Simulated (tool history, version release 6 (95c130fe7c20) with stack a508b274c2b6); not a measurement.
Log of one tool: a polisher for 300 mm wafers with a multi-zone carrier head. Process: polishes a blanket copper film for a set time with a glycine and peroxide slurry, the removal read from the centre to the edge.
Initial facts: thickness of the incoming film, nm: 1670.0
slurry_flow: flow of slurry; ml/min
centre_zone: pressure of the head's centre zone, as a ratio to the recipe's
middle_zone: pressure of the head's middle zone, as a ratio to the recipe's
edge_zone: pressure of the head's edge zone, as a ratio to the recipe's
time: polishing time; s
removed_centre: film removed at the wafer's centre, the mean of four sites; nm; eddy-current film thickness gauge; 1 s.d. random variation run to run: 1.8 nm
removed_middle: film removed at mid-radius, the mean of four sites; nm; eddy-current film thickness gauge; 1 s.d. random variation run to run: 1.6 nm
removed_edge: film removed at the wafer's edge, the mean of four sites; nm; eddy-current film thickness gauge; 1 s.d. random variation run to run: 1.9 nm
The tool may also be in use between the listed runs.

{"run": 1, "hour": 0.0, "slurry_flow": 125, "centre_zone": 1, "middle_zone": 1, "edge_zone": 1, "time": 46, "removed_centre": 196.05, "removed_middle": 194.09, "removed_edge": 199.09}
{"run": 2, "hour": 5.3, "slurry_flow": 115, "centre_zone": 0.99, "middle_zone": 0.99, "edge_zone": 0.97, "time": 46, "removed_centre": 189.04, "removed_middle": 183.67, "removed_edge": 194.24}
{"run": 3, "hour": 6.8, "slurry_flow": 115, "centre_zone": 1.07, "middle_zone": 0.99, "edge_zone": 0.97, "time": 46, "removed_centre": 204.81, "removed_middle": 188.05, "removed_edge": 197.18}
{"run": 4, "hour": 8.0, "slurry_flow": 115, "centre_zone": 1.07, "middle_zone": 0.99, "edge_zone": 0.97, "time": 57, "removed_centre": 249.02, "removed_middle": 236.73, "removed_edge": 241.33}
{"run": 5, "hour": 12.6, "slurry_flow": 115, "centre_zone": 1.12, "middle_zone": 0.99, "edge_zone": 0.97, "time": 57, "removed_centre": 266.04, "removed_middle": 229, "removed_edge": 242.2}
{"run": 6, "hour": 16.0, "slurry_flow": 115, "centre_zone": 1.07, "middle_zone": 0.99, "edge_zone": 0.97, "time": 57, "removed_centre": 250.6, "removed_middle": 232.47, "removed_edge": 238.76}
{"run": 7, "hour": 21.8, "slurry_flow": 95, "centre_zone": 0.97, "middle_zone": 0.89, "edge_zone": 0.87, "time": 44, "removed_centre": 172.89, "removed_middle": 156.81, "removed_edge": 172.63}

What will run 8 give?
{"run": 8, "hour": 27.9, "slurry_flow": 110, "centre_zone": 0.93, "middle_zone": 0.98, "edge_zone": 0.84, "time": 44, "removed_centre": "?", "removed_middle": "?", "removed_edge": "?"}

Run 8 produced removed_centre 165.37 nm, removed_middle 175.49 nm, removed_edge 171.17 nm.

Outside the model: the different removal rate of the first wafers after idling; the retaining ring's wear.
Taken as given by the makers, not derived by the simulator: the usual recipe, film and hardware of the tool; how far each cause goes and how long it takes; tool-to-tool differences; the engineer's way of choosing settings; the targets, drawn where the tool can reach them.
